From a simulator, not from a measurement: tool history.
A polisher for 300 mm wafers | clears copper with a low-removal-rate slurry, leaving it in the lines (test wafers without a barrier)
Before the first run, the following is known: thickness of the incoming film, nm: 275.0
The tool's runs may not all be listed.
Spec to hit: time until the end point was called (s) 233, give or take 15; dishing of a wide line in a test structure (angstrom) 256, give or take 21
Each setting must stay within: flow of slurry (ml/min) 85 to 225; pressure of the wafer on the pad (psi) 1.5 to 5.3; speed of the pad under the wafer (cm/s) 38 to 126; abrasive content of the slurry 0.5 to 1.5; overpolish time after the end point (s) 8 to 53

run,hour,flow of slurry (ml/min),pressure of the wafer on the pad (psi),speed of the pad under the wafer (cm/s),abrasive content of the slurry,overpolish time after the end point (s),time until the end point was called (s),dishing of a wide line in a test structure (angstrom)
1,0,145,3.4,82,1,27,97.633,505.03
2,2.3,145,3.4,62,1,27,127.51,431.03
3,8.8,145,2.9,60,1,27,152.92,359.04
4,11.1,145,2.6,60,1,28,167.52,346.95
5,11.8,145,2.4,60,1,28,185.17,328.69
6,19.2,115,2.4,60,1,28,187.1,316.22
7,25.3,115,2.4,60,1,28,190.01,315.23
8,33.9,115,1.7,58,1,27,264.5,203.56
9,36.3,115,1.8,58,1,28,254.78,236.08

Next run, 5 choices. One meets every target within its allowed miss, the rest don't. Which?
A,38.7,110,2.3,58,1,34,?,?
B,38.7,120,2.6,52,0.95,25,?,?
C,38.7,130,1.8,56,0.85,37,?,?
D,38.7,110,1.5,82,0.6,29,?,?
E,38.7,100,2.7,44,1.1,33,?,?

move,time until the end point was called (s),dishing of a wide line in a test structure (angstrom)
A,202.26,325.73
B,199.15,254.54
C,265.89,273.36
D,236.65,242.44
E,224.57,292.79
A: pushes the last run's worst result past its target
B: pushes the last run's worst result past its target
C: misses by more than the last run did
D: each result inside its tolerance
E: brings the result that was furthest off to its target, and leaves another outside
Answer: D

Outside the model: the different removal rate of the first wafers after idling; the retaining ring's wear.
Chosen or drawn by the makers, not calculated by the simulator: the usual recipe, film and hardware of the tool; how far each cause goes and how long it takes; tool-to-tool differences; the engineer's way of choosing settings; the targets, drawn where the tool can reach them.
